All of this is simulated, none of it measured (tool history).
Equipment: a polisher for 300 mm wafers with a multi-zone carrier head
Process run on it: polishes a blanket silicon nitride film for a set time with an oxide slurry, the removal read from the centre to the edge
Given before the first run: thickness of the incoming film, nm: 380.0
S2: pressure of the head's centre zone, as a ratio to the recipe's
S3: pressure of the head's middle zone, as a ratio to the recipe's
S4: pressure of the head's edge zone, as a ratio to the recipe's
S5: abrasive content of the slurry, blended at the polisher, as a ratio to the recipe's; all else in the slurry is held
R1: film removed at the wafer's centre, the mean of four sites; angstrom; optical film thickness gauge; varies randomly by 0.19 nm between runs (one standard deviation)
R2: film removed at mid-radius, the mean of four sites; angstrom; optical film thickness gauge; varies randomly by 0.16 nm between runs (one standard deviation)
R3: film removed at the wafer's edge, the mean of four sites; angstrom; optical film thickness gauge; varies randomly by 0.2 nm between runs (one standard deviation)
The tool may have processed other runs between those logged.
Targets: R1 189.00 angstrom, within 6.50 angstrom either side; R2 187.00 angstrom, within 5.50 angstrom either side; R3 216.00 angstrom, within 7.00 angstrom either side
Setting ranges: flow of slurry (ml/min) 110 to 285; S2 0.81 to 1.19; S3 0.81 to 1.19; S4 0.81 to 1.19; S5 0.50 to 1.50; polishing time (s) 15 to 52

{"run": 1, "hour": 0.0, "flow of slurry (ml/min)": 180, "S2": 1.0, "S3": 1.0, "S4": 1.0, "S5": 1.0, "polishing time (s)": 33, "R1": 163.91, "R2": 165.83, "R3": 164.8}
{"run": 2, "hour": 9.0, "flow of slurry (ml/min)": 150, "S2": 1.0, "S3": 1.0, "S4": 1.0, "S5": 1.0, "polishing time (s)": 33, "R1": 157.7, "R2": 157.7, "R3": 159.97}
{"run": 3, "hour": 15.6, "flow of slurry (ml/min)": 150, "S2": 1.0, "S3": 1.0, "S4": 1.0, "S5": 1.0, "polishing time (s)": 27, "R1": 128.95, "R2": 130.47, "R3": 130.08}
{"run": 4, "hour": 17.9, "flow of slurry (ml/min)": 160, "S2": 0.99, "S3": 0.99, "S4": 1.03, "S5": 1.1, "polishing time (s)": 28, "R1": 143.77, "R2": 144.67, "R3": 146.9}
{"run": 5, "hour": 19.1, "flow of slurry (ml/min)": 130, "S2": 0.99, "S3": 0.99, "S4": 1.03, "S5": 1.1, "polishing time (s)": 28, "R1": 135.03, "R2": 136.29, "R3": 140.02}
{"run": 6, "hour": 23.6, "flow of slurry (ml/min)": 150, "S2": 0.98, "S3": 0.97, "S4": 1.06, "S5": 1.15, "polishing time (s)": 28, "R1": 140.67, "R2": 144.06, "R3": 150.86}
{"run": 7, "hour": 31.9, "flow of slurry (ml/min)": 165, "S2": 0.98, "S3": 0.95, "S4": 1.08, "S5": 1.2, "polishing time (s)": 28, "R1": 148.72, "R2": 144.35, "R3": 159.49}
{"run": 8, "hour": 39.2, "flow of slurry (ml/min)": 180, "S2": 0.97, "S3": 0.95, "S4": 1.1, "S5": 1.25, "polishing time (s)": 28, "R1": 153.22, "R2": 151.14, "R3": 162.36}
{"run": 9, "hour": 45.3, "flow of slurry (ml/min)": 180, "S2": 0.96, "S3": 0.94, "S4": 1.11, "S5": 1.3, "polishing time (s)": 29, "R1": 162.18, "R2": 159.01, "R3": 172.53}
{"run": 10, "hour": 52.5, "flow of slurry (ml/min)": 180, "S2": 0.96, "S3": 0.94, "S4": 1.11, "S5": 1.3, "polishing time (s)": 29, "R1": 159.53, "R2": 158.61, "R3": 174.71}
{"run": 11, "hour": 55.2, "flow of slurry (ml/min)": 190, "S2": 0.96, "S3": 0.93, "S4": 1.12, "S5": 1.35, "polishing time (s)": 29, "R1": 163.47, "R2": 159.21, "R3": 177.04}
{"run": 12, "hour": 62.3, "flow of slurry (ml/min)": 190, "S2": 0.95, "S3": 0.93, "S4": 1.13, "S5": 1.35, "polishing time (s)": 30, "R1": 168.0, "R2": 167.96, "R3": 186.39}
{"run": 13, "hour": 69.6, "flow of slurry (ml/min)": 195, "S2": 0.95, "S3": 0.92, "S4": 1.14, "S5": 1.35, "polishing time (s)": 30, "R1": 166.72, "R2": 162.96, "R3": 185.54}

Exercise: of the 4 proposed moves below, exactly one satisfies all targets within the stated allowed misses. Which move is it?
{"run": "A", "hour": 76.9, "flow of slurry (ml/min)": 200, "S2": 0.93, "S3": 1.02, "S4": 1.18, "S5": 1.5, "polishing time (s)": 33, "R1": "?", "R2": "?", "R3": "?"}
{"run": "B", "hour": 76.9, "flow of slurry (ml/min)": 200, "S2": 0.92, "S3": 0.89, "S4": 1.13, "S5": 1.35, "polishing time (s)": 35, "R1": "?", "R2": "?", "R3": "?"}
{"run": "C", "hour": 76.9, "flow of slurry (ml/min)": 200, "S2": 0.92, "S3": 0.97, "S4": 1.12, "S5": 1.35, "polishing time (s)": 35, "R1": "?", "R2": "?", "R3": "?"}
{"run": "D", "hour": 76.9, "flow of slurry (ml/min)": 205, "S2": 1.02, "S3": 0.91, "S4": 1.13, "S5": 1.3, "polishing time (s)": 35, "R1": "?", "R2": "?", "R3": "?"}

move=A R1=190.16 R2=205.80 R3=218.50
move=B R1=191.08 R2=188.38 R3=217.56
move=C R1=191.18 R2=201.23 R3=216.36
move=D R1=209.55 R2=189.15 R3=214.64
A: takes the result that was furthest off past its target
B: all results land within tolerance of their targets
C: takes the result that was furthest off past its target
D: gets the furthest-off result to its target, but another result is out of tolerance
Correct choice: B, which meets every target
